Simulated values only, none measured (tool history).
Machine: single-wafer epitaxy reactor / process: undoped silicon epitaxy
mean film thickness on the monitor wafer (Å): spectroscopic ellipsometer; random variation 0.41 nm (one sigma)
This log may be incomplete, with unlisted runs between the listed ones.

run    day  wafer temperature setpoint (pyrometer-controlled) (°C)  deposition time (s)  mean film thickness on the monitor wafer (Å)
  1      0                                                     660                  254                                        527.98
  2  0.104                                                     667                  255                                        607.42
  3  0.471                                                     672                  255                                        665.79
  4  0.712                                                     676                  255                                        717.54
  5   0.75                                                     671                  255                                        653.27
  6  0.954                                                     675                  255                                        697.32
  7  1.229                                                     678                  256                                        736.67
  8  1.579                                                     680                  257                                        775.91
  9  1.862                                                     681                  257                                         793.3

For run 10, what comes out?
 10  1.996                                                     682                  257                                             ?

For run 10 the tool returned mean film thickness on the monitor wafer (Å) 802.19.

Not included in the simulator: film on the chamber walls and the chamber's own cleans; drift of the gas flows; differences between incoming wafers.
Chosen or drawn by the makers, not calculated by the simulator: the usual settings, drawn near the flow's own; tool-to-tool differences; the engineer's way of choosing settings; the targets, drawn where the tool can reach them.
